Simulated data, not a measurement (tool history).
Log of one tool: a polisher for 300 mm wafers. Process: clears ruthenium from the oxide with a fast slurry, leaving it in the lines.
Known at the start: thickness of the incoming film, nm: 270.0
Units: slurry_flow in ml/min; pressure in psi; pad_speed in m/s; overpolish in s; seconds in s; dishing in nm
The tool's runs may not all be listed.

run	hour	slurry_flow	pressure	pad_speed	slurry_solids	overpolish	seconds	dishing
1	0	135	1.7	0.92	1	10	111.3	18.812
2	3.7	135	1.7	0.92	0.9	10	115.51	18.912
3	8.6	135	1.9	0.92	0.85	11	107.45	22.131
4	15.3	135	1.9	1.08	0.85	11	91.504	24.898
5	22.2	160	1.9	1.08	0.85	11	87.774	25.567
6	23.5	160	1.9	1.08	1	11	81.878	27.6
7	25.3	160	2	1.08	1	12	79.255	31.933

The next listed run, before its measurement:
8	28.4	160	2.1	1.08	1	13	?	?

seconds: 75.332 s
dishing: 37.11 nm
